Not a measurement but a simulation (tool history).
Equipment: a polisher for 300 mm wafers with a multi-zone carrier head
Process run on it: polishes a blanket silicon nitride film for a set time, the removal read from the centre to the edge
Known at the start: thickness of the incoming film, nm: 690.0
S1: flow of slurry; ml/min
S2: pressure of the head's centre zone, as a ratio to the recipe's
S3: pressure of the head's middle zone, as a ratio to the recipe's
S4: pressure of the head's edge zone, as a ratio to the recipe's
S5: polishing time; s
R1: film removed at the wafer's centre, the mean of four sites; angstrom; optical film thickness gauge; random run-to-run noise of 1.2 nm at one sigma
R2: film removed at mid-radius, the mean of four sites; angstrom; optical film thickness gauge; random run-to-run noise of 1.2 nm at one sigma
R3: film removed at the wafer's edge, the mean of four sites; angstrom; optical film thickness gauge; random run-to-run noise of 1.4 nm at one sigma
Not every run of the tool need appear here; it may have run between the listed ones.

run	day	S1	S2	S3	S4	S5	R1	R2	R3
1	0.000	310	1.00	1.00	1.00	75	1014.7	1029.8	1025.5
2	0.196	310	1.00	1.00	0.94	75	1018.9	1045.0	1034.5
3	0.533	305	0.96	0.99	0.94	82	1067.2	1128.6	1120.5
4	0.642	305	0.96	1.05	0.94	82	1077.9	1185.6	1103.0
5	0.958	345	0.96	1.05	0.94	82	1091.3	1208.0	1119.9
6	1.058	350	0.93	1.02	0.96	87	1107.6	1255.2	1189.6

Run 7 has not been measured yet. What should we expect?
7	1.400	350	0.93	1.02	0.96	87	?	?	?

{"run 7": {"R1": 1119.0, "R2": 1266.2, "R3": 1176.0}}

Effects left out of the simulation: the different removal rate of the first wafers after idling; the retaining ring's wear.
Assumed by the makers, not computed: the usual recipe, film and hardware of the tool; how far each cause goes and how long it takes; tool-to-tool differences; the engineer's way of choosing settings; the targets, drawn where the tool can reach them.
